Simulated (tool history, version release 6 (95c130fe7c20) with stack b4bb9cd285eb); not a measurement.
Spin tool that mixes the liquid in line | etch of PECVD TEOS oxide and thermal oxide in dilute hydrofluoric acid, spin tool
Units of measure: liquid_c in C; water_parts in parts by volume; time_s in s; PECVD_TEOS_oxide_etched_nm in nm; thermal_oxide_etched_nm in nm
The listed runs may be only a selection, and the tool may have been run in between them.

| run | hour | liquid_c | water_parts | time_s | PECVD_TEOS_oxide_etched_nm | thermal_oxide_etched_nm |
|---|---|---|---|---|---|---|
| 1 | 0 | 22 | 50 | 150 | 36.4 | 13.701 |
| 2 | 9 | 21 | 50 | 150 | 34.812 | 13.451 |
| 3 | 14.8 | 18.5 | 50 | 150 | 31.297 | 11.996 |
| 4 | 23.5 | 18.5 | 50 | 180 | 37.639 | 14.392 |
| 5 | 32 | 20 | 50 | 180 | 39.61 | 15.357 |
| 6 | 40.3 | 20 | 40 | 180 | 50.033 | 19.101 |
| 7 | 47.7 | 19.5 | 45 | 180 | 43.499 | 16.656 |
| 8 | 49.3 | 19 | 50 | 180 | 37.875 | 14.615 |

Run 9 has not been measured yet. What should we expect?
| 9 | 51.5 | 17 | 65 | 180 | ? | ? |

PECVD_TEOS_oxide_etched_nm: 26.558 nm
thermal_oxide_etched_nm: 10.12 nm
